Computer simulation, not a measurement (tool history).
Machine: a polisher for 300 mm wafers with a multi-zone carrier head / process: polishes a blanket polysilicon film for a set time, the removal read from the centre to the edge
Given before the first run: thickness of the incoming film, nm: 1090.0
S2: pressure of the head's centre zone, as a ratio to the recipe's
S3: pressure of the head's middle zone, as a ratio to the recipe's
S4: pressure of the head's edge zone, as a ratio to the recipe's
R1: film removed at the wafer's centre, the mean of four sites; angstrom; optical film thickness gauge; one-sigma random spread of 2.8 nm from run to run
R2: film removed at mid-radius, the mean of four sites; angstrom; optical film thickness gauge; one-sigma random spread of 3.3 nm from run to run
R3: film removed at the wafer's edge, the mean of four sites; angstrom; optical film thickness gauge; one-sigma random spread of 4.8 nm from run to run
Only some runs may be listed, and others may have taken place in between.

run 1 hour=0 | flow_of_slurry_(ml/min)=285 S2=1 S3=1 S4=1 polishing_time_(s)=42 | R1=3800 R2=3469.3 R3=3586.6
run 2 hour=3.5 | flow_of_slurry_(ml/min)=290 S2=1.01 S3=1.01 S4=1.02 polishing_time_(s)=42 | R1=3881.9 R2=3482.3 R3=3578.6
run 3 hour=12.3 | flow_of_slurry_(ml/min)=290 S2=0.93 S3=1.01 S4=1.02 polishing_time_(s)=42 | R1=3557.2 R2=3464.3 R3=3523.6
run 4 hour=17.1 | flow_of_slurry_(ml/min)=290 S2=0.93 S3=1.01 S4=1.02 polishing_time_(s)=52 | R1=4422.2 R2=4324.6 R3=4472.8
run 5 hour=22.8 | flow_of_slurry_(ml/min)=290 S2=0.86 S3=1.01 S4=1.02 polishing_time_(s)=52 | R1=4103.7 R2=4343 R3=4451.6
run 6 hour=31.3 | flow_of_slurry_(ml/min)=295 S2=0.87 S3=1.01 S4=1.01 polishing_time_(s)=52 | R1=4102.6 R2=4271.7 R3=4455.1

Run 7 comes next. What will it give?
run 7 hour=36.2 | flow_of_slurry_(ml/min)=295 S2=0.88 S3=1.01 S4=1 polishing_time_(s)=52 | R1=? R2=? R3=?

{"run 7": {"R1": 4184.9, "R2": 4330.3, "R3": 4343.8}}
